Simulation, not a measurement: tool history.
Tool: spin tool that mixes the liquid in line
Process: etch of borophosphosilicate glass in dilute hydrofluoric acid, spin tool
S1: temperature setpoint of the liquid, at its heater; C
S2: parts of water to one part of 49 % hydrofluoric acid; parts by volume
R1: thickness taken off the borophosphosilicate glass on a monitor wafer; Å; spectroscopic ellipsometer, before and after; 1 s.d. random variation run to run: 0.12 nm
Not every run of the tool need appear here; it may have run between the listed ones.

Run 1, day 0: S1 22 C, S2 195 parts by volume, time under the liquid (s) 165. Result: R1 315.61 Å.
Run 2, day 0.225: S1 24.5 C, S2 195 parts by volume, time under the liquid (s) 165. Result: R1 345.48 Å.
Run 3, day 0.342: S1 23 C, S2 205 parts by volume, time under the liquid (s) 165. Result: R1 303.77 Å.
Run 4, day 0.642: S1 26 C, S2 205 parts by volume, time under the liquid (s) 165. Result: R1 341.67 Å.
Run 5, day 0.738: S1 24.5 C, S2 210 parts by volume, time under the liquid (s) 165. Result: R1 314.04 Å.
Run 6, day 0.992: S1 23 C, S2 215 parts by volume, time under the liquid (s) 165. Result: R1 289.97 Å.

What does the tool deliver on the next run?
Run 7, day 1.212: S1 22 C, S2 220 parts by volume, time under the liquid (s) 165. Result: R1 ?.

{"run 7": {"R1": 270.01}}
